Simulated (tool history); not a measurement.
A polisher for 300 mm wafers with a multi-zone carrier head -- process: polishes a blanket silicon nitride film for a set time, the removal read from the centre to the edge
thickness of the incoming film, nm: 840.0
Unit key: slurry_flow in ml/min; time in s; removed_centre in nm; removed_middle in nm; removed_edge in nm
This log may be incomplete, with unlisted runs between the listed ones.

| run | hour | slurry_flow | centre_zone | middle_zone | edge_zone | time | removed_centre | removed_middle | removed_edge |
|---|---|---|---|---|---|---|---|---|---|
| 1 | 0.0 | 220 | 1.00 | 1.00 | 1.00 | 41 | 99.843 | 99.005 | 99.380 |
| 2 | 0.6 | 220 | 1.00 | 1.09 | 1.00 | 41 | 98.183 | 103.260 | 97.193 |
| 3 | 6.9 | 220 | 1.00 | 1.09 | 1.00 | 35 | 84.662 | 90.016 | 81.835 |
| 4 | 8.3 | 215 | 0.99 | 1.06 | 1.00 | 33 | 77.674 | 82.360 | 77.346 |
| 5 | 10.9 | 215 | 0.99 | 1.10 | 1.00 | 33 | 77.338 | 85.576 | 76.507 |
| 6 | 14.8 | 215 | 0.99 | 1.07 | 0.99 | 32 | 76.426 | 81.468 | 74.101 |
| 7 | 17.7 | 210 | 0.98 | 1.04 | 0.97 | 31 | 71.786 | 76.872 | 73.599 |
| 8 | 22.4 | 210 | 0.98 | 1.03 | 0.97 | 30 | 70.808 | 73.904 | 69.376 |
| 9 | 28.1 | 205 | 0.97 | 1.01 | 0.95 | 29 | 67.420 | 69.620 | 66.912 |
| 10 | 30.8 | 200 | 0.96 | 1.00 | 0.93 | 29 | 65.696 | 67.125 | 66.220 |
| 11 | 38.5 | 195 | 0.96 | 1.00 | 0.91 | 29 | 65.680 | 69.449 | 65.421 |
| 12 | 46.8 | 195 | 0.96 | 0.99 | 0.90 | 29 | 66.510 | 65.278 | 66.103 |
| 13 | 52.6 | 195 | 0.96 | 1.00 | 0.89 | 29 | 66.886 | 68.375 | 67.778 |
| 14 | 55.2 | 195 | 0.96 | 0.99 | 0.91 | 29 | 66.718 | 67.112 | 68.086 |
| 15 | 64.2 | 195 | 0.96 | 0.99 | 0.91 | 29 | 66.062 | 66.547 | 67.070 |
| 16 | 68.1 | 185 | 0.94 | 0.96 | 0.82 | 25 | 55.487 | 56.580 | 55.492 |

Forecast run 17:
| 17 | 73.8 | 185 | 0.94 | 0.96 | 0.83 | 25 | ? | ? | ? |

removed_centre: 56.504 nm
removed_middle: 56.063 nm
removed_edge: 56.011 nm
